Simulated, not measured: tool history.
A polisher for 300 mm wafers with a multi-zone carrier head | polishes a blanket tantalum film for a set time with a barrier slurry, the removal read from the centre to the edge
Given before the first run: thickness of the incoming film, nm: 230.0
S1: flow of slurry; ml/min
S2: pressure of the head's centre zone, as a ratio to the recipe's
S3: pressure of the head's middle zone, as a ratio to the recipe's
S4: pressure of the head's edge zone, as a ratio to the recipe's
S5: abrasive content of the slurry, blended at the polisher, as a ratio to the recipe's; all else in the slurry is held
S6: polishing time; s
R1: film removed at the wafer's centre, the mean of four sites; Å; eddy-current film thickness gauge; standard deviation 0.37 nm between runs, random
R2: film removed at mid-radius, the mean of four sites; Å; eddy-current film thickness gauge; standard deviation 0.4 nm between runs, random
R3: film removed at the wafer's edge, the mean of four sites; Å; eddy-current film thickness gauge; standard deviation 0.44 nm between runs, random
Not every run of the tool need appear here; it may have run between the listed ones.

{"run": 1, "hour": 0.0, "S1": 260, "S2": 1.0, "S3": 1.0, "S4": 1.0, "S5": 1.0, "S6": 30, "R1": 472.15, "R2": 474.27, "R3": 462.51}
{"run": 2, "hour": 0.7, "S1": 260, "S2": 1.0, "S3": 1.07, "S4": 1.0, "S5": 1.0, "S6": 30, "R1": 471.77, "R2": 493.5, "R3": 464.51}
{"run": 3, "hour": 9.7, "S1": 260, "S2": 1.02, "S3": 1.05, "S4": 0.98, "S5": 0.95, "S6": 29, "R1": 454.3, "R2": 466.04, "R3": 433.92}
{"run": 4, "hour": 17.0, "S1": 260, "S2": 1.02, "S3": 0.98, "S4": 0.98, "S5": 0.95, "S6": 29, "R1": 455.67, "R2": 452.91, "R3": 427.81}
{"run": 5, "hour": 18.8, "S1": 255, "S2": 1.04, "S3": 0.96, "S4": 0.98, "S5": 0.9, "S6": 29, "R1": 449.64, "R2": 430.86, "R3": 425.97}
{"run": 6, "hour": 19.4, "S1": 260, "S2": 1.06, "S3": 0.95, "S4": 0.96, "S5": 0.85, "S6": 29, "R1": 455.12, "R2": 417.78, "R3": 418.35}
{"run": 7, "hour": 22.7, "S1": 265, "S2": 1.07, "S3": 0.96, "S4": 0.94, "S5": 0.8, "S6": 28, "R1": 426.95, "R2": 407.83, "R3": 386.35}
{"run": 8, "hour": 25.9, "S1": 265, "S2": 1.08, "S3": 0.95, "S4": 0.93, "S5": 0.75, "S6": 28, "R1": 425.69, "R2": 392.97, "R3": 380.79}
{"run": 9, "hour": 31.2, "S1": 265, "S2": 1.09, "S3": 0.94, "S4": 0.92, "S5": 0.7, "S6": 28, "R1": 421.87, "R2": 374.06, "R3": 364.61}
{"run": 10, "hour": 39.5, "S1": 265, "S2": 1.09, "S3": 0.94, "S4": 0.91, "S5": 0.7, "S6": 28, "R1": 419.28, "R2": 372.19, "R3": 365.57}
{"run": 11, "hour": 46.9, "S1": 265, "S2": 1.1, "S3": 0.94, "S4": 0.9, "S5": 0.7, "S6": 28, "R1": 418.13, "R2": 372.76, "R3": 363.1}
{"run": 12, "hour": 51.3, "S1": 265, "S2": 1.11, "S3": 0.94, "S4": 0.89, "S5": 0.7, "S6": 28, "R1": 420.84, "R2": 374.95, "R3": 359.3}
{"run": 13, "hour": 60.3, "S1": 265, "S2": 1.12, "S3": 0.94, "S4": 0.88, "S5": 0.7, "S6": 28, "R1": 428.69, "R2": 371.13, "R3": 354.98}
{"run": 14, "hour": 68.7, "S1": 265, "S2": 1.12, "S3": 0.94, "S4": 0.88, "S5": 0.7, "S6": 28, "R1": 416.58, "R2": 374.72, "R3": 360.76}
{"run": 15, "hour": 77.4, "S1": 270, "S2": 1.13, "S3": 0.94, "S4": 0.87, "S5": 0.65, "S6": 28, "R1": 422.52, "R2": 362.79, "R3": 343.8}
{"run": 16, "hour": 83.9, "S1": 245, "S2": 1.11, "S3": 0.9, "S4": 0.81, "S5": 0.55, "S6": 28, "R1": 365.71, "R2": 319.06, "R3": 302.54}
{"run": 17, "hour": 89.2, "S1": 250, "S2": 1.11, "S3": 0.9, "S4": 0.81, "S5": 0.55, "S6": 28, "R1": 368.01, "R2": 320.75, "R3": 298.06}

For run 18, what comes out?
{"run": 18, "hour": 96.7, "S1": 255, "S2": 1.11, "S3": 0.9, "S4": 0.81, "S5": 0.55, "S6": 28, "R1": "?", "R2": "?", "R3": "?"}

Logged for run 18: R1 368.95 Å, R2 321.53 Å, R3 300.47 Å.

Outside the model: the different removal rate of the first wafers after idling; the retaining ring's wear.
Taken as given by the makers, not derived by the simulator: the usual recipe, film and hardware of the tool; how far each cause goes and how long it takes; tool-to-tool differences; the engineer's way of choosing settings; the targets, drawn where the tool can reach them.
